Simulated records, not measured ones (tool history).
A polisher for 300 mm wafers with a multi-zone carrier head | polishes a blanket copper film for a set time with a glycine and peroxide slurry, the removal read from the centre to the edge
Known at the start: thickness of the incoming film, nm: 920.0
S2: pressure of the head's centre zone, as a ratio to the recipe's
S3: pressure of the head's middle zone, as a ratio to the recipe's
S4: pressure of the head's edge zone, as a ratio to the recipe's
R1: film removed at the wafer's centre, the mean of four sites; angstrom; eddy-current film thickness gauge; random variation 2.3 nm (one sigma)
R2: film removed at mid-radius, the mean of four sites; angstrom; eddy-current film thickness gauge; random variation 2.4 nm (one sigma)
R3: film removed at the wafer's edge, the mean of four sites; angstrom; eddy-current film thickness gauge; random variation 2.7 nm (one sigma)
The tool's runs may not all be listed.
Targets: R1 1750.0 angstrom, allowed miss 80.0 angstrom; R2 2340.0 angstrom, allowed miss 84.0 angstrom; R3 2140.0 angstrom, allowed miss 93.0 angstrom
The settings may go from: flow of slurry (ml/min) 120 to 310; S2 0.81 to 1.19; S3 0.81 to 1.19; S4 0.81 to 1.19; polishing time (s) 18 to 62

{"run": 1, "hour": 0.0, "flow of slurry (ml/min)": 200, "S2": 1.0, "S3": 1.0, "S4": 1.0, "polishing time (s)": 40, "R1": 2907.6, "R2": 3022.2, "R3": 3074.9}
{"run": 2, "hour": 3.1, "flow of slurry (ml/min)": 200, "S2": 1.0, "S3": 1.0, "S4": 1.0, "polishing time (s)": 49, "R1": 3630.6, "R2": 3692.7, "R3": 3673.3}
{"run": 3, "hour": 4.6, "flow of slurry (ml/min)": 170, "S2": 1.0, "S3": 1.0, "S4": 1.0, "polishing time (s)": 49, "R1": 3531.7, "R2": 3582.9, "R3": 3619.4}
{"run": 4, "hour": 7.1, "flow of slurry (ml/min)": 170, "S2": 0.98, "S3": 1.01, "S4": 0.99, "polishing time (s)": 47, "R1": 3310.4, "R2": 3433.9, "R3": 3489.0}
{"run": 5, "hour": 15.6, "flow of slurry (ml/min)": 145, "S2": 0.98, "S3": 1.01, "S4": 0.99, "polishing time (s)": 47, "R1": 3173.6, "R2": 3397.9, "R3": 3386.2}
{"run": 6, "hour": 21.7, "flow of slurry (ml/min)": 140, "S2": 0.97, "S3": 1.02, "S4": 0.98, "polishing time (s)": 45, "R1": 2923.0, "R2": 3243.3, "R3": 3215.9}
{"run": 7, "hour": 28.6, "flow of slurry (ml/min)": 140, "S2": 0.96, "S3": 1.03, "S4": 0.97, "polishing time (s)": 43, "R1": 2823.4, "R2": 3037.5, "R3": 3066.2}
{"run": 8, "hour": 36.7, "flow of slurry (ml/min)": 120, "S2": 0.86, "S3": 1.13, "S4": 1.01, "polishing time (s)": 32, "R1": 1821.6, "R2": 2386.5, "R3": 2241.7}

4 next moves are on the table. One of them brings every result within its allowed miss. Which?
{"run": "A", "hour": 44.8, "flow of slurry (ml/min)": 145, "S2": 0.98, "S3": 1.01, "S4": 1.0, "polishing time (s)": 33, "R1": "?", "R2": "?", "R3": "?"}
{"run": "B", "hour": 44.8, "flow of slurry (ml/min)": 125, "S2": 0.9, "S3": 1.19, "S4": 0.98, "polishing time (s)": 33, "R1": "?", "R2": "?", "R3": "?"}
{"run": "C", "hour": 44.8, "flow of slurry (ml/min)": 140, "S2": 0.97, "S3": 1.19, "S4": 0.93, "polishing time (s)": 31, "R1": "?", "R2": "?", "R3": "?"}
{"run": "D", "hour": 44.8, "flow of slurry (ml/min)": 130, "S2": 0.89, "S3": 1.17, "S4": 1.02, "polishing time (s)": 30, "R1": "?", "R2": "?", "R3": "?"}

move=A R1=2204.6 R2=2305.8 R3=2421.7
move=B R1=1947.0 R2=2563.7 R3=2334.2
move=C R1=2034.4 R2=2473.7 R3=2180.5
move=D R1=1769.6 R2=2319.3 R3=2178.9
A: further off than the last run
B: further off than the last run
C: brings the result that was furthest off to its target, and leaves another outside
D: meets every target
Answer: D
